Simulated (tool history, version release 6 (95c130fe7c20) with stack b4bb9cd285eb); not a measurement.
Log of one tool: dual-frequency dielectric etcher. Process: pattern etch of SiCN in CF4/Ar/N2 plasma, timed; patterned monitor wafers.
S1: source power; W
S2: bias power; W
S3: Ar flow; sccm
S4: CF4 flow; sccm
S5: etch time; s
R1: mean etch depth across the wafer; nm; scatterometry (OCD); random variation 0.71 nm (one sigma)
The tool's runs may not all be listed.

run 1 day=0.000 | S1=470 S2=76 S3=98 S4=45 S5=153.5 | R1=129.40
run 2 day=0.121 | S1=470 S2=76 S3=98 S4=41 S5=153.5 | R1=126.30
run 3 day=0.304 | S1=470 S2=83 S3=98 S4=41 S5=153.5 | R1=130.79
run 4 day=0.396 | S1=550 S2=83 S3=98 S4=41 S5=153.5 | R1=156.52
run 5 day=0.475 | S1=520 S2=83 S3=98 S4=41 S5=153.5 | R1=147.40
run 6 day=0.671 | S1=520 S2=73 S3=98 S4=41 S5=153.5 | R1=138.82

Forecast run 7:
run 7 day=0.758 | S1=500 S2=73 S3=98 S4=41 S5=153.5 | R1=?

Run 7 gave R1 133.24 nm.
